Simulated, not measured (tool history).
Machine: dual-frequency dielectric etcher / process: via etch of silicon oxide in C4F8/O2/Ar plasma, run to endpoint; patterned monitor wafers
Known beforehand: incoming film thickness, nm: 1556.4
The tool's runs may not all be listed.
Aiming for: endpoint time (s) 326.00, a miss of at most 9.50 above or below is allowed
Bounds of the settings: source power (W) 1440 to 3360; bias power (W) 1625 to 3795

run	hour	source power (W)	bias power (W)	endpoint time (s)
1	0.0	2400	2710	239.98
2	2.5	2020	2710	262.67
3	8.1	2430	2710	238.13
4	11.9	2430	2993	229.02
5	20.5	2430	3226	226.26
6	21.5	2120	2780	254.39
7	23.4	1910	2534	277.86
8	31.0	1760	2431	294.40
9	36.4	1660	2378	306.28
10	44.7	1600	2357	314.93

Exercise: of the 5 proposed moves below, exactly one satisfies all targets within the stated allowed misses. Which move is it?
A	53.0	1640	2586	?
B	53.0	1660	2520	?
C	53.0	1880	2301	?
D	53.0	1480	2535	?
E	53.0	1850	2062	?

move	endpoint time (s)
A	301.48
B	301.66
C	287.98
D	323.80
E	300.32
A: further off than the last run
B: further off than the last run
C: further off than the last run
D: in spec on every target
E: further off than the last run
Answer: D
